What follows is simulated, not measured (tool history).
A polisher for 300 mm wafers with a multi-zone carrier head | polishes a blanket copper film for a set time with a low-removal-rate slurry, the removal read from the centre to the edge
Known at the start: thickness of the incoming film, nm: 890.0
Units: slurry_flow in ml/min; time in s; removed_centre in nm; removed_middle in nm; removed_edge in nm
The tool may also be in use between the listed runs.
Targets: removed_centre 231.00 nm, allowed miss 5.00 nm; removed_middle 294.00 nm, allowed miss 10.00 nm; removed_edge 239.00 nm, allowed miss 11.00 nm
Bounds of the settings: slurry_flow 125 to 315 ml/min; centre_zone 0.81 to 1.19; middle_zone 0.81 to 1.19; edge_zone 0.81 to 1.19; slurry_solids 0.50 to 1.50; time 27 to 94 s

run  hour  slurry_flow  centre_zone  middle_zone  edge_zone  slurry_solids  time  removed_centre  removed_middle  removed_edge
  1   0.0          205         1.00         1.00       1.00           1.00    60          205.03          210.68        204.50
  2   0.5          205         1.00         1.00       1.00           1.00    69          235.79          243.23        232.88
  3   5.5          210         0.99         1.03       1.00           1.00    69          231.36          251.00        245.37
  4   7.8          205         1.00         1.06       0.97           1.00    69          234.58          256.14        232.16
  5  12.2          205         1.00         1.06       1.05           1.00    69          236.28          255.81        239.21
  6  13.2          205         1.00         1.08       1.04           1.00    69          235.81          262.60        240.55
  7  14.5          205         1.00         1.10       1.03           1.00    69          234.86          261.89        239.96
  8  23.2          205         0.99         1.11       1.00           1.05    69          235.28          269.82        236.38
  9  26.8          205         0.98         1.12       1.00           1.05    69          236.24          271.38        240.99
 10  32.1          205         0.97         1.13       0.98           1.05    69          229.67          273.50        239.56

Which of these 4 next moves meets every target?
  A  37.4          190         1.00         1.11       0.96           1.05    68               ?               ?             ?
  B  37.4          215         0.96         1.07       0.98           1.05    68               ?               ?             ?
  C  37.4          230         0.95         1.02       0.99           1.10    68               ?               ?             ?
  D  37.4          240         0.93         1.19       0.94           1.10    69               ?               ?             ?

move  removed_centre  removed_middle  removed_edge
   A          230.96          261.14        234.53
   B          226.26          257.91        240.29
   C          228.64          252.73        246.02
   D          228.74          294.31        244.03
A: further off than the last run
B: further off than the last run
C: further off than the last run
D: meets every target
Answer: D
